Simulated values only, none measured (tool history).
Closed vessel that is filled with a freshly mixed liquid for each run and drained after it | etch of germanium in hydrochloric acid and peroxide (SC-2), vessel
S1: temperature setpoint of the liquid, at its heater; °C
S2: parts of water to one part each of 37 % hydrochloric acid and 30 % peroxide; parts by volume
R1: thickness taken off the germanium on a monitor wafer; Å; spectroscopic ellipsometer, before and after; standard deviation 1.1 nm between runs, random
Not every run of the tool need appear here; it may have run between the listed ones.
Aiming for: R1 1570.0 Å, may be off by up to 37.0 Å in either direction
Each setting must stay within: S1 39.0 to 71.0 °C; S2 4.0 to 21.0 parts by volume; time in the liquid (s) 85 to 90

Run 1, hour 0.0: S1 55.0 °C, S2 11.5 parts by volume, time in the liquid (s) 85. Result: R1 2061.4 Å.
Run 2, hour 9.2: S1 52.5 °C, S2 11.5 parts by volume, time in the liquid (s) 85. Result: R1 1890.9 Å.
Run 3, hour 17.6: S1 52.5 °C, S2 11.5 parts by volume, time in the liquid (s) 90. Result: R1 2041.4 Å.
Run 4, hour 22.2: S1 52.5 °C, S2 11.5 parts by volume, time in the liquid (s) 90. Result: R1 2045.4 Å.
Run 5, hour 28.5: S1 52.5 °C, S2 11.5 parts by volume, time in the liquid (s) 85. Result: R1 1939.8 Å.
Run 6, hour 36.1: S1 48.5 °C, S2 11.5 parts by volume, time in the liquid (s) 85. Result: R1 1698.8 Å.
Run 7, hour 42.0: S1 47.5 °C, S2 11.5 parts by volume, time in the liquid (s) 85. Result: R1 1640.3 Å.
Run 8, hour 50.1: S1 47.0 °C, S2 11.5 parts by volume, time in the liquid (s) 85. Result: R1 1625.7 Å.

Which single option among these 4 for the next run brings every result within its allowed miss of target? Just one does.
Run A, hour 58.2: S1 46.0 °C, S2 12.0 parts by volume, time in the liquid (s) 90. Result: R1 ?.
Run B, hour 58.2: S1 46.5 °C, S2 12.0 parts by volume, time in the liquid (s) 85. Result: R1 ?.
Run C, hour 58.2: S1 48.0 °C, S2 12.5 parts by volume, time in the liquid (s) 85. Result: R1 ?.
Run D, hour 58.2: S1 47.5 °C, S2 11.0 parts by volume, time in the liquid (s) 85. Result: R1 ?.

move      R1
   A  1631.6
   B  1565.8
   C  1634.4
   D  1631.9
A: the biggest miss grows against the last run
B: each result inside its tolerance
C: the biggest miss grows against the last run
D: the biggest miss grows against the last run
The move that meets every target is B.
